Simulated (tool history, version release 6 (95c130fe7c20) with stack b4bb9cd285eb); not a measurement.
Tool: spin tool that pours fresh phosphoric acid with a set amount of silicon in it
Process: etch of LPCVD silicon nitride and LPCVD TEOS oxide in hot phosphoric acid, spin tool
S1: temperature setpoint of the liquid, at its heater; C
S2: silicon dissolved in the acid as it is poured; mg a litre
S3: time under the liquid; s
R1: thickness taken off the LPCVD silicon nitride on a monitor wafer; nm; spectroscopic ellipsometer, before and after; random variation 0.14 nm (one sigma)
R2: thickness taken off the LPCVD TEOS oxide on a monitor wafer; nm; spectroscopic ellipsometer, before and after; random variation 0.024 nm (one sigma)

{"run": 1, "day": 0.0, "S1": 161.0, "S2": 10.5, "S3": 180, "R1": 16.915, "R2": 0.673}
{"run": 2, "day": 0.029, "S1": 159.5, "S2": 10.5, "S3": 180, "R1": 16.131, "R2": 0.5904}
{"run": 3, "day": 0.108, "S1": 159.5, "S2": 9.0, "S3": 175, "R1": 15.647, "R2": 0.5899}
{"run": 4, "day": 0.288, "S1": 159.5, "S2": 9.0, "S3": 245, "R1": 22.226, "R2": 0.837}
{"run": 5, "day": 0.4, "S1": 159.5, "S2": 7.5, "S3": 230, "R1": 20.487, "R2": 0.79555}
{"run": 6, "day": 0.7, "S1": 159.5, "S2": 7.5, "S3": 190, "R1": 17.113, "R2": 0.65528}

Run 7 comes next. What will it give?
{"run": 7, "day": 0.829, "S1": 159.5, "S2": 6.5, "S3": 180, "R1": "?", "R2": "?"}

Run 7 gave R1 16.317 nm, R2 0.67594 nm.
